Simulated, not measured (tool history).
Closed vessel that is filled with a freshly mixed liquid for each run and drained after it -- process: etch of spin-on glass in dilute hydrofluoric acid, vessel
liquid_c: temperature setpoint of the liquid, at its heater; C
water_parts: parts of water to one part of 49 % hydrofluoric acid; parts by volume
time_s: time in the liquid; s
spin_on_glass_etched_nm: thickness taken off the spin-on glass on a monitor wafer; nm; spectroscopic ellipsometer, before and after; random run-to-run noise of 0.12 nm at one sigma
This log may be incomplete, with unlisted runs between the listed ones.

run	hour	liquid_c	water_parts	time_s	spin_on_glass_etched_nm
1	0.0	20.0	115	30	5.2427
2	4.3	20.0	115	30	5.1840
3	9.1	20.0	115	30	5.2651
4	13.6	20.0	115	30	5.2309
5	19.6	21.0	100	30	6.3690
6	25.8	21.0	100	30	6.3875
7	28.0	25.0	50	30	15.8790

Forecast run 8:
8	30.2	25.5	50	30	?

{"run 8": {"spin_on_glass_etched_nm": 16.303}}

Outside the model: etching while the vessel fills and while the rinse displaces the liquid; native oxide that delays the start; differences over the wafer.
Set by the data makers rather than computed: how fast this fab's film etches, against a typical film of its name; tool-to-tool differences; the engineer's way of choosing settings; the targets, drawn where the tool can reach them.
